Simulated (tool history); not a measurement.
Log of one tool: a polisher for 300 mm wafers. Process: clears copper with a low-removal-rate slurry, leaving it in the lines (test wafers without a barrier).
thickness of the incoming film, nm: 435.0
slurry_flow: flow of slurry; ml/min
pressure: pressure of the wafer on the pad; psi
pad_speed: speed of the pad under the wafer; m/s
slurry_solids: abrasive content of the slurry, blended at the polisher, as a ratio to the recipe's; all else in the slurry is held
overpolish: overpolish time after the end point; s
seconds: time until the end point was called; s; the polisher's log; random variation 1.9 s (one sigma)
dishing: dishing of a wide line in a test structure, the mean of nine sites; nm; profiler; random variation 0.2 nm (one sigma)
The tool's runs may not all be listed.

| run | hour | slurry_flow | pressure | pad_speed | slurry_solids | overpolish | seconds | dishing |
|---|---|---|---|---|---|---|---|---|
| 1 | 0.0 | 165 | 2.1 | 1.38 | 1.00 | 27 | 192.09 | 41.385 |
| 2 | 4.1 | 190 | 2.1 | 1.38 | 1.00 | 27 | 186.04 | 41.322 |
| 3 | 5.6 | 190 | 2.1 | 1.38 | 0.85 | 27 | 194.97 | 40.203 |
| 4 | 14.4 | 190 | 2.1 | 1.50 | 0.85 | 27 | 177.05 | 42.812 |
| 5 | 21.1 | 190 | 2.1 | 1.72 | 0.85 | 27 | 158.42 | 48.921 |
| 6 | 26.3 | 215 | 2.2 | 1.40 | 1.05 | 21 | 171.45 | 37.374 |
|  | 31.4 | slurry blender recalibrated |
| 7 | 31.4 | 215 | 2.2 | 1.40 | 1.05 | 21 | 161.83 | 39.189 |
| 8 | 39.4 | 230 | 2.0 | 1.38 | 1.05 | 17 | 177.52 | 29.552 |
| 9 | 40.4 | 240 | 1.7 | 1.62 | 1.00 | 14 | 177.93 | 23.882 |
| 10 | 41.2 | 245 | 1.5 | 1.78 | 1.10 | 12 | 179.69 | 21.085 |
| 11 | 43.9 | 250 | 1.4 | 1.90 | 1.25 | 11 | 177.15 | 20.404 |
| 12 | 50.7 | 255 | 1.4 | 1.98 | 1.00 | 10 | 177.60 | 17.877 |
| 13 | 52.9 | 255 | 1.5 | 2.04 | 0.90 | 9 | 167.54 | 17.591 |
| 14 | 60.8 | 255 | 1.6 | 2.08 | 0.85 | 9 | 160.93 | 18.734 |
| 15 | 67.3 | 255 | 1.7 | 2.10 | 0.75 | 9 | 152.35 | 19.348 |
| 16 | 74.1 | 255 | 1.7 | 2.12 | 0.65 | 9 | 160.25 | 18.681 |
| 17 | 82.3 | 255 | 1.6 | 2.12 | 0.75 | 9 | 157.71 | 18.490 |
| 18 | 85.8 | 215 | 1.3 | 2.14 | 1.00 | 8 | 182.42 | 14.513 |
| 19 | 87.6 | 215 | 1.4 | 2.14 | 0.95 | 8 | 173.28 | 15.372 |

Forecast run 20:
| 20 | 93.0 | 205 | 1.5 | 2.14 | 0.90 | 8 | ? | ? |

seconds: 163.65 s
dishing: 16.292 nm
